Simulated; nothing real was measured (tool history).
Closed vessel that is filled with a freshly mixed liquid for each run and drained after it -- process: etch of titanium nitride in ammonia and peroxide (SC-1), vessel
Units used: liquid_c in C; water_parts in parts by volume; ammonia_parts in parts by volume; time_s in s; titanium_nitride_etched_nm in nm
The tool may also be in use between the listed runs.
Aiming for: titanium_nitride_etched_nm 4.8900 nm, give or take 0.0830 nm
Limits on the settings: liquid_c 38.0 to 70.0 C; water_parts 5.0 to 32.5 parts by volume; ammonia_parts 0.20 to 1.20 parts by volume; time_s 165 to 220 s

{"run": 1, "hour": 0.0, "liquid_c": 54.0, "water_parts": 18.0, "ammonia_parts": 0.8, "time_s": 220, "titanium_nitride_etched_nm": 10.03}
{"run": 2, "hour": 4.1, "liquid_c": 54.0, "water_parts": 18.0, "ammonia_parts": 0.9, "time_s": 220, "titanium_nitride_etched_nm": 10.198}
{"run": 3, "hour": 10.2, "liquid_c": 52.0, "water_parts": 18.0, "ammonia_parts": 0.9, "time_s": 220, "titanium_nitride_etched_nm": 8.8583}
{"run": 4, "hour": 17.8, "liquid_c": 52.0, "water_parts": 22.5, "ammonia_parts": 0.9, "time_s": 220, "titanium_nitride_etched_nm": 7.9165}
{"run": 5, "hour": 19.4, "liquid_c": 50.5, "water_parts": 22.5, "ammonia_parts": 0.9, "time_s": 220, "titanium_nitride_etched_nm": 7.1067}
{"run": 6, "hour": 27.7, "liquid_c": 57.5, "water_parts": 22.5, "ammonia_parts": 0.9, "time_s": 220, "titanium_nitride_etched_nm": 11.425}
{"run": 7, "hour": 31.7, "liquid_c": 49.5, "water_parts": 22.5, "ammonia_parts": 0.9, "time_s": 220, "titanium_nitride_etched_nm": 6.6548}
{"run": 8, "hour": 35.2, "liquid_c": 48.5, "water_parts": 22.5, "ammonia_parts": 0.9, "time_s": 220, "titanium_nitride_etched_nm": 6.2115}
{"run": 9, "hour": 40.1, "liquid_c": 48.0, "water_parts": 22.5, "ammonia_parts": 0.9, "time_s": 220, "titanium_nitride_etched_nm": 5.9294}
{"run": 10, "hour": 42.8, "liquid_c": 44.5, "water_parts": 22.5, "ammonia_parts": 0.9, "time_s": 220, "titanium_nitride_etched_nm": 4.6076}

Pick the move, out of 5, that brings all results within their allowed miss; only one does.
{"run": "A", "hour": 45.5, "liquid_c": 46.5, "water_parts": 21.0, "ammonia_parts": 0.65, "time_s": 175, "titanium_nitride_etched_nm": "?"}
{"run": "B", "hour": 45.5, "liquid_c": 46.0, "water_parts": 23.0, "ammonia_parts": 0.95, "time_s": 200, "titanium_nitride_etched_nm": "?"}
{"run": "C", "hour": 45.5, "liquid_c": 44.5, "water_parts": 17.5, "ammonia_parts": 1.15, "time_s": 165, "titanium_nitride_etched_nm": "?"}
{"run": "D", "hour": 45.5, "liquid_c": 45.5, "water_parts": 22.5, "ammonia_parts": 0.9, "time_s": 215, "titanium_nitride_etched_nm": "?"}
{"run": "E", "hour": 45.5, "liquid_c": 45.5, "water_parts": 31.0, "ammonia_parts": 1.2, "time_s": 215, "titanium_nitride_etched_nm": "?"}

move=A titanium_nitride_etched_nm=4.1740
move=B titanium_nitride_etched_nm=4.6862
move=C titanium_nitride_etched_nm=4.1623
move=D titanium_nitride_etched_nm=4.8731
move=E titanium_nitride_etched_nm=4.2908
A: further off than the last run
B: moves toward the targets from the last run without getting all of them in spec
C: further off than the last run
D: every result within its allowed miss
E: further off than the last run
D meets every target.

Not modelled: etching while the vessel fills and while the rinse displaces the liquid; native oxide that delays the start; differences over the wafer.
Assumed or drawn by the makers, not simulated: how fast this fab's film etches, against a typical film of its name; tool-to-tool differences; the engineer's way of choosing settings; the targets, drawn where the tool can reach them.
